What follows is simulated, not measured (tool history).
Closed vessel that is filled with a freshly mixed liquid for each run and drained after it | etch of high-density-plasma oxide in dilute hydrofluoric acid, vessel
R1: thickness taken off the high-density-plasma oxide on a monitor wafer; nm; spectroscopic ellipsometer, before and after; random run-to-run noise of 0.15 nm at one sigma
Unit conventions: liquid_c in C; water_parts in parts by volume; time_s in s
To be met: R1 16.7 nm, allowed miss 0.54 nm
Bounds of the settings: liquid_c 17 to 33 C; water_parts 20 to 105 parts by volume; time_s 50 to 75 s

Run 1, day 0: liquid_c 25 C, water_parts 55 parts by volume, time_s 75 s. Result: R1 9.6039 nm.
Run 2, day 0.221: liquid_c 25 C, water_parts 55 parts by volume, time_s 50 s. Result: R1 6.4391 nm.
Run 3, day 0.388: liquid_c 26 C, water_parts 50 parts by volume, time_s 50 s. Result: R1 7.4341 nm.
Run 4, day 0.583: liquid_c 27 C, water_parts 45 parts by volume, time_s 55 s. Result: R1 9.6807 nm.
Run 5, day 0.908: liquid_c 27.5 C, water_parts 45 parts by volume, time_s 55 s. Result: R1 9.6424 nm.
Run 6, day 1.221: liquid_c 26 C, water_parts 45 parts by volume, time_s 55 s. Result: R1 9.1656 nm.
Run 7, day 1.567: liquid_c 26.5 C, water_parts 45 parts by volume, time_s 55 s. Result: R1 9.3464 nm.
Run 8, day 1.654: liquid_c 27 C, water_parts 45 parts by volume, time_s 55 s. Result: R1 9.3738 nm.
Run 9, day 1.883: liquid_c 27.5 C, water_parts 45 parts by volume, time_s 55 s. Result: R1 9.5494 nm.
Run 10, day 1.992: liquid_c 28 C, water_parts 45 parts by volume, time_s 55 s. Result: R1 9.9633 nm.
Run 11, day 2.025: liquid_c 28.5 C, water_parts 45 parts by volume, time_s 55 s. Result: R1 10.27 nm.
Run 12, day 2.221: liquid_c 29 C, water_parts 45 parts by volume, time_s 55 s. Result: R1 10.358 nm.
Run 13, day 2.271: liquid_c 29.5 C, water_parts 45 parts by volume, time_s 55 s. Result: R1 10.615 nm.
Run 14, day 2.4: liquid_c 30 C, water_parts 45 parts by volume, time_s 55 s. Result: R1 10.752 nm.
Run 15, day 2.425: liquid_c 30.5 C, water_parts 45 parts by volume, time_s 55 s. Result: R1 10.869 nm.
Run 16, day 2.579: liquid_c 32 C, water_parts 35 parts by volume, time_s 55 s. Result: R1 15.152 nm.
Run 17, day 2.75: liquid_c 32.5 C, water_parts 35 parts by volume, time_s 55 s. Result: R1 15.648 nm.
Run 18, day 2.8: liquid_c 33 C, water_parts 35 parts by volume, time_s 55 s. Result: R1 15.842 nm.
At day 3.021: thermometer replaced.
Run 19, day 3.021: liquid_c 33 C, water_parts 35 parts by volume, time_s 65 s. Result: R1 20.426 nm.
Run 20, day 3.183: liquid_c 32.5 C, water_parts 35 parts by volume, time_s 65 s. Result: R1 19.849 nm.

4 next moves are on the table. One of them brings every result within its allowed miss. Which?
Run A, day 3.346: liquid_c 33 C, water_parts 50 parts by volume, time_s 70 s. Result: R1 ?.
Run B, day 3.346: liquid_c 33 C, water_parts 30 parts by volume, time_s 60 s. Result: R1 ?.
Run C, day 3.346: liquid_c 31.5 C, water_parts 35 parts by volume, time_s 50 s. Result: R1 ?.
Run D, day 3.346: liquid_c 29.5 C, water_parts 35 parts by volume, time_s 60 s. Result: R1 ?.

move      R1
   A  15.138
   B  22.366
   C  14.937
   D  16.557
A: carries the result that was furthest off beyond its target, to the other side
B: the biggest miss grows against the last run
C: carries the result that was furthest off beyond its target, to the other side
D: in spec on every target
The move that meets every target is D.
